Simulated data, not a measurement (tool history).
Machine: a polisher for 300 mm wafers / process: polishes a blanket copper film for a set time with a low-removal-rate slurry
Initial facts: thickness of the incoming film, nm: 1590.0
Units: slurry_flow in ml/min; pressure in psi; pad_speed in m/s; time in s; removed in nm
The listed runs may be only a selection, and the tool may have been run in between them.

run 1 day=0 | slurry_flow=200 pressure=3.3 pad_speed=1.28 slurry_solids=1 time=83 | removed=396.67
run 2 day=0.254 | slurry_flow=200 pressure=3.5 pad_speed=1.28 slurry_solids=1 time=83 | removed=415.77
run 3 day=0.612 | slurry_flow=200 pressure=3.7 pad_speed=1.28 slurry_solids=1 time=83 | removed=447.86
run 4 day=0.892 | slurry_flow=200 pressure=3.7 pad_speed=1.28 slurry_solids=1.2 time=83 | removed=471.1
run 5 day=1.046 | slurry_flow=200 pressure=3.7 pad_speed=1.28 slurry_solids=1.2 time=87 | removed=482.18
run 6 day=1.192 | slurry_flow=200 pressure=3.8 pad_speed=1.28 slurry_solids=1.2 time=87 | removed=490.07
run 7 day=1.279 | slurry_flow=200 pressure=3.9 pad_speed=1.28 slurry_solids=1.2 time=87 | removed=495.56

Run 8 is up next; what results do you expect?
run 8 day=1.462 | slurry_flow=200 pressure=4 pad_speed=1.28 slurry_solids=1.2 time=87 | removed=?

{"run 8": {"removed": 512.9}}
